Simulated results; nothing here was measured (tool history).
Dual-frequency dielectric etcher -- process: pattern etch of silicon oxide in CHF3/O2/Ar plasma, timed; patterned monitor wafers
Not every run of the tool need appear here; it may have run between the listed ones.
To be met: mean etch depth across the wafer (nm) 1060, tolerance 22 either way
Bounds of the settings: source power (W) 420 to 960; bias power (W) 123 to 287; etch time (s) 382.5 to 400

run    day  source power (W)  bias power (W)  etch time (s)  mean etch depth across the wafer (nm)
  1      0               690             205          382.5                                 867.71
  2  0.175               690             174          382.5                                 825.77
  3  0.362               750             190            385                                 894.54
  4  0.429               830             190            385                                 949.67
  5  0.483               830             174            385                                 925.49
  6  0.842               830             204            385                                 969.66
  7   1.15               860             205            385                                 988.59
  8  1.204               880             206            385                                 1002.1
  9  1.562               900             207            385                                   1024
 10  1.904               910             208            385                                 1026.4
 11  2.017               920             209            385                                 1034.6

Which of these 5 next moves meets every target?
  A  2.129               800             250            400                                      ?
  B  2.129               870             231          382.5                                      ?
  C  2.129               960             232          396.5                                      ?
  D  2.129               950             222          392.5                                      ?
  E  2.129               960             225            394                                      ?

move  mean etch depth across the wafer (nm)
   A                                 1052.4
   B                                 1027.1
   C                                 1123.6
   D                                 1090.7
   E                                 1105.6
A: hits every target within its allowed miss
B: further off than the last run
C: pushes the last run's worst result past its target
D: pushes the last run's worst result past its target
E: pushes the last run's worst result past its target
A meets every target.
